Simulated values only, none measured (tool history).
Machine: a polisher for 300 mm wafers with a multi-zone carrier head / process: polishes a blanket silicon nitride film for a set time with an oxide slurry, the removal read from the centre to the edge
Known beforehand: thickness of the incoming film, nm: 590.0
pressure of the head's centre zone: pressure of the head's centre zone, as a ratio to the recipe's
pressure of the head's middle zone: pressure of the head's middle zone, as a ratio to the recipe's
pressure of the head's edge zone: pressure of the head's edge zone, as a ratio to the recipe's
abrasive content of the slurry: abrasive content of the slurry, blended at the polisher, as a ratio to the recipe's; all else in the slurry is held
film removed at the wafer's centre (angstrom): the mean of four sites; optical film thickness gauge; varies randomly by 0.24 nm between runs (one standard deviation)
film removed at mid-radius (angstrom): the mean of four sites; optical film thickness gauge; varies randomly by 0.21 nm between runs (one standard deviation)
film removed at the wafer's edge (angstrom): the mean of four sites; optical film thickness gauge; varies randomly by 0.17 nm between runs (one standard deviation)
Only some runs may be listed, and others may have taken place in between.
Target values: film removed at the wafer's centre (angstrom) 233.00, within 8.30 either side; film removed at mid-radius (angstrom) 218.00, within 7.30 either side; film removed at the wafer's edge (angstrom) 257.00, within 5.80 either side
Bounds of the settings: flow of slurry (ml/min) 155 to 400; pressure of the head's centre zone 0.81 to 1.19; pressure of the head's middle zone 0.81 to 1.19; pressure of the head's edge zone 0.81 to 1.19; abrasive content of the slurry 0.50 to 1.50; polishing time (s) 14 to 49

run	day	flow of slurry (ml/min)	pressure of the head's centre zone	pressure of the head's middle zone	pressure of the head's edge zone	abrasive content of the slurry	polishing time (s)	film removed at the wafer's centre (angstrom)	film removed at mid-radius (angstrom)	film removed at the wafer's edge (angstrom)
1	0.000	255	1.00	1.00	1.00	1.00	31	248.37	252.14	245.10
2	0.100	255	1.00	1.00	1.00	0.80	31	230.67	227.45	228.34
3	0.408	255	1.05	1.00	1.00	0.80	31	238.62	229.77	225.27
4	0.750	255	1.05	1.00	1.00	0.60	31	214.36	207.01	202.34
5	0.850	220	1.05	1.00	1.00	0.60	31	210.04	198.57	204.36
6	0.875	220	1.05	1.00	1.06	0.60	31	211.95	203.21	206.80
7	1.088	215	1.03	0.98	1.08	0.65	31	212.90	207.06	217.04
8	1.188	220	1.03	0.96	1.10	0.70	31	222.77	208.03	225.99
9	1.367	220	1.03	0.96	1.10	0.70	31	218.27	204.41	224.44
10	1.688	230	1.02	0.95	1.12	0.75	31	226.14	212.82	234.62
11	1.908	235	1.01	0.94	1.13	0.75	31	226.80	208.57	236.78
12	2.017	240	1.00	0.94	1.14	0.75	31	221.67	211.92	237.12
13	2.238	240	1.00	0.94	1.14	0.75	31	224.40	214.59	234.26
14	2.417	230	1.00	0.93	1.15	0.80	31	228.74	214.35	242.41

Of the 4 settings listed for the next run, only one would bring every result within its allowed miss of target. Which one?
A	2.596	260	0.99	0.93	1.19	0.80	34	?	?	?
B	2.596	230	1.03	0.88	1.13	0.80	33	?	?	?
C	2.596	160	0.98	0.92	1.18	1.05	30	?	?	?
D	2.596	220	1.06	0.91	1.18	0.75	33	?	?	?

move	film removed at the wafer's centre (angstrom)	film removed at mid-radius (angstrom)	film removed at the wafer's edge (angstrom)
A	253.46	237.57	272.52
B	250.65	218.36	256.01
C	236.19	221.85	257.86
D	248.96	218.38	254.80
A: takes the biggest miss from the last run beyond its target
B: brings the last run's worst result on target, with another outside its allowed miss
C: all results land within tolerance of their targets
D: brings the last run's worst result on target, with another outside its allowed miss
The right move is C.
